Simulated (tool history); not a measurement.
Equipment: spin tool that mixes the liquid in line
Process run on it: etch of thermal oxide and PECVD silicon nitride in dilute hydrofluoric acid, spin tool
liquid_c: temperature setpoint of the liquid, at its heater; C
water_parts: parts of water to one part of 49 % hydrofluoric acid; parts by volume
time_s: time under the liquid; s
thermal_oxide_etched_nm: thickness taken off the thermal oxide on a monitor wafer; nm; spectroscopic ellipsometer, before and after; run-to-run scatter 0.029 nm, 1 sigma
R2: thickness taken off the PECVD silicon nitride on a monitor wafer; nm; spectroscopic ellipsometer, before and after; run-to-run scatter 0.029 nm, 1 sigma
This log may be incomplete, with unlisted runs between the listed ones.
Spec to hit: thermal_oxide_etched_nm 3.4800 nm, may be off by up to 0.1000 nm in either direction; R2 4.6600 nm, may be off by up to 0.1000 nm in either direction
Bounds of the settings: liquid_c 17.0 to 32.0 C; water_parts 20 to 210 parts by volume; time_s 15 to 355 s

run 1 day=0.000 | liquid_c=24.0 water_parts=115 time_s=180 | thermal_oxide_etched_nm=6.9094 R2=7.6582
run 2 day=0.267 | liquid_c=27.0 water_parts=115 time_s=180 | thermal_oxide_etched_nm=7.7368 R2=9.2876
run 3 day=0.579 | liquid_c=24.0 water_parts=115 time_s=180 | thermal_oxide_etched_nm=6.8698 R2=7.7369
run 4 day=0.929 | liquid_c=24.5 water_parts=145 time_s=190 | thermal_oxide_etched_nm=5.7524 R2=6.6399
run 5 day=1.250 | liquid_c=25.5 water_parts=165 time_s=190 | thermal_oxide_etched_nm=5.0417 R2=6.1464
run 6 day=1.275 | liquid_c=26.0 water_parts=180 time_s=190 | thermal_oxide_etched_nm=4.7014 R2=5.8581
run 7 day=1.421 | liquid_c=26.0 water_parts=190 time_s=185 | thermal_oxide_etched_nm=4.2810 R2=5.4105
run 8 day=1.617 | liquid_c=26.0 water_parts=195 time_s=180 | thermal_oxide_etched_nm=4.0163 R2=5.1224
run 9 day=1.879 | liquid_c=26.0 water_parts=200 time_s=175 | thermal_oxide_etched_nm=3.8087 R2=4.8540
run 10 day=2.138 | liquid_c=26.5 water_parts=205 time_s=170 | thermal_oxide_etched_nm=3.6436 R2=4.7862
run 11 day=2.346 | liquid_c=26.5 water_parts=210 time_s=165 | thermal_oxide_etched_nm=3.4656 R2=4.5170
run 12 day=2.638 | liquid_c=27.0 water_parts=210 time_s=160 | thermal_oxide_etched_nm=3.4083 R2=4.5068

Exercise: of the 5 proposed moves below, exactly one satisfies all targets within the stated allowed misses. Which move is it?
run A day=2.929 | liquid_c=24.5 water_parts=195 time_s=175 | thermal_oxide_etched_nm=? R2=?
run B day=2.929 | liquid_c=27.0 water_parts=210 time_s=165 | thermal_oxide_etched_nm=? R2=?
run C day=2.929 | liquid_c=25.5 water_parts=210 time_s=165 | thermal_oxide_etched_nm=? R2=?
run D day=2.929 | liquid_c=25.5 water_parts=210 time_s=170 | thermal_oxide_etched_nm=? R2=?
run E day=2.929 | liquid_c=29.5 water_parts=195 time_s=130 | thermal_oxide_etched_nm=? R2=?

move=A thermal_oxide_etched_nm=3.7310 R2=4.5087
move=B thermal_oxide_etched_nm=3.5165 R2=4.6116
move=C thermal_oxide_etched_nm=3.3326 R2=4.2040
move=D thermal_oxide_etched_nm=3.4336 R2=4.3314
move=E thermal_oxide_etched_nm=3.3162 R2=4.5584
A: the biggest miss grows against the last run
B: all results in spec
C: the biggest miss grows against the last run
D: the biggest miss grows against the last run
E: the biggest miss grows against the last run
Correct choice: B, which meets every target

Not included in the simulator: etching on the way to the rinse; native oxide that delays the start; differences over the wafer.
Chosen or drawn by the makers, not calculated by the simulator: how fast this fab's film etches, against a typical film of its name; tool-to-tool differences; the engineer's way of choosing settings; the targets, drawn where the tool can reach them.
